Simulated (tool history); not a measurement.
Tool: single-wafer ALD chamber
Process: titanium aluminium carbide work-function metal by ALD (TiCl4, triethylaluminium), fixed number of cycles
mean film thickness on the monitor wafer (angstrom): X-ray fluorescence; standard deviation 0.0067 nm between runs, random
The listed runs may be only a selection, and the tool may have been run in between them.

run,hour,heater temperature setpoint (deg C),triethylaluminium pulse time (s),mean film thickness on the monitor wafer (angstrom)
1,0,325,15.14,22.179
2,4.6,325,18.87,22.458
3,9.5,325,22.94,22.42
4,12.4,332,22.94,22.887
5,18.3,332,19.43,22.888
6,25.5,323,15.21,22.202
7,31.8,311,10.37,20.666
8,32.5,311,10.37,20.68
9,36.4,311,10.37,20.681

Expected results for the next run?
# hour 43.2: thermocouple changed; heater temperature recalibrated
10,43.2,311,10.37,?

mean film thickness on the monitor wafer (angstrom): 20.429
